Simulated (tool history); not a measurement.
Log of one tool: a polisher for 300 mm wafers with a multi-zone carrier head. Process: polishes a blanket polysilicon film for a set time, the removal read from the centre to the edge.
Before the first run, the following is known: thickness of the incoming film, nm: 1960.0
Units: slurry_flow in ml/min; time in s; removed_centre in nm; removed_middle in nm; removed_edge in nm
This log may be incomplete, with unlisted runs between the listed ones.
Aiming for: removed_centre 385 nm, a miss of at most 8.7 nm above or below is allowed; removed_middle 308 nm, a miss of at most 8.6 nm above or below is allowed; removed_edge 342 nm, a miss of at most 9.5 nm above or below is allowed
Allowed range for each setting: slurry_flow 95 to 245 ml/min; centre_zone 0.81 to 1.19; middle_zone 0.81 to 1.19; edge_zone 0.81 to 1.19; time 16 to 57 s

run 1 hour=0 | slurry_flow=155 centre_zone=1 middle_zone=1 edge_zone=1 time=36 | removed_centre=345.42 removed_middle=339.09 removed_edge=329.04
run 2 hour=2.1 | slurry_flow=155 centre_zone=1 middle_zone=1.08 edge_zone=1 time=36 | removed_centre=345.64 removed_middle=357.86 removed_edge=326.17
run 3 hour=7.5 | slurry_flow=160 centre_zone=1.03 middle_zone=1.02 edge_zone=1.01 time=36 | removed_centre=357.54 removed_middle=342.53 removed_edge=330.39
run 4 hour=16.4 | slurry_flow=160 centre_zone=1.03 middle_zone=1.02 edge_zone=1.08 time=36 | removed_centre=354.36 removed_middle=344.5 removed_edge=339.75
run 5 hour=17.6 | slurry_flow=160 centre_zone=1.05 middle_zone=0.98 edge_zone=1.08 time=36 | removed_centre=361.05 removed_middle=329.6 removed_edge=335.58
run 6 hour=18.7 | slurry_flow=145 centre_zone=1.05 middle_zone=0.98 edge_zone=1.08 time=36 | removed_centre=353.14 removed_middle=326.09 removed_edge=338.14
run 7 hour=20.3 | slurry_flow=150 centre_zone=1.07 middle_zone=0.96 edge_zone=1.09 time=36 | removed_centre=362.68 removed_middle=320.01 removed_edge=341
run 8 hour=26.5 | slurry_flow=155 centre_zone=1.08 middle_zone=0.95 edge_zone=1.09 time=36 | removed_centre=367.48 removed_middle=323.6 removed_edge=347.48
run 9 hour=35.1 | slurry_flow=155 centre_zone=1.1 middle_zone=0.93 edge_zone=1.07 time=36 | removed_centre=374.36 removed_middle=317.95 removed_edge=338.95

Next run, 5 choices. One meets every target within its allowed miss, the rest don't. Which?
run A hour=43.7 | slurry_flow=170 centre_zone=1.12 middle_zone=0.89 edge_zone=0.97 time=36 | removed_centre=? removed_middle=? removed_edge=?
run B hour=43.7 | slurry_flow=155 centre_zone=1.17 middle_zone=0.9 edge_zone=1.08 time=34 | removed_centre=? removed_middle=? removed_edge=?
run C hour=43.7 | slurry_flow=180 centre_zone=1.06 middle_zone=0.82 edge_zone=0.96 time=36 | removed_centre=? removed_middle=? removed_edge=?
run D hour=43.7 | slurry_flow=150 centre_zone=1.07 middle_zone=0.91 edge_zone=1.08 time=36 | removed_centre=? removed_middle=? removed_edge=?
run E hour=43.7 | slurry_flow=135 centre_zone=1.15 middle_zone=0.9 edge_zone=1.08 time=37 | removed_centre=? removed_middle=? removed_edge=?

move=A removed_centre=382.09 removed_middle=311.99 removed_edge=326.21
move=B removed_centre=367.78 removed_middle=293.18 removed_edge=321.38
move=C removed_centre=369.15 removed_middle=294.14 removed_edge=326.86
move=D removed_centre=360.88 removed_middle=311.81 removed_edge=338.98
move=E removed_centre=384.94 removed_middle=312 removed_edge=344.16
A: the furthest-off result lands on target, but another misses its tolerance
B: lands further from the targets than the last run did
C: lands further from the targets than the last run did
D: lands further from the targets than the last run did
E: in spec on every target
E is the move that brings every result within its allowed miss.

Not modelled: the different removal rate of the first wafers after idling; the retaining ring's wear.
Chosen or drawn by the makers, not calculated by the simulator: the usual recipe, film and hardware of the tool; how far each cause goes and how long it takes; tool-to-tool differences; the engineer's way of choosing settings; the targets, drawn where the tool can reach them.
